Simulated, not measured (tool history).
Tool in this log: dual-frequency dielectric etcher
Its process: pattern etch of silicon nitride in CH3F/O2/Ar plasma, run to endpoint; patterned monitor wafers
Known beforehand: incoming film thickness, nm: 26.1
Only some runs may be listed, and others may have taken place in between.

Run 1, hour 0: source power (W) 370, bias power (W) 101. Result: endpoint time (s) 34.132.
Run 2, hour 7.5: source power (W) 400, bias power (W) 105. Result: endpoint time (s) 32.221.
Run 3, hour 10.2: source power (W) 340, bias power (W) 105. Result: endpoint time (s) 34.575.
Run 4, hour 12.7: source power (W) 370, bias power (W) 105. Result: endpoint time (s) 32.993.
Run 5, hour 20.5: source power (W) 320, bias power (W) 105. Result: endpoint time (s) 36.055.
Run 6, hour 25.8: source power (W) 340, bias power (W) 105. Result: endpoint time (s) 34.449.
Run 7, hour 34: source power (W) 370, bias power (W) 108. Result: endpoint time (s) 33.061.
Run 8, hour 34.9: source power (W) 390, bias power (W) 110. Result: endpoint time (s) 32.993.

Forecast run 9:
Run 9, hour 40.9: source power (W) 390, bias power (W) 110. Result: endpoint time (s) ?.

{"run 9": {"endpoint time (s)": 32.794}}
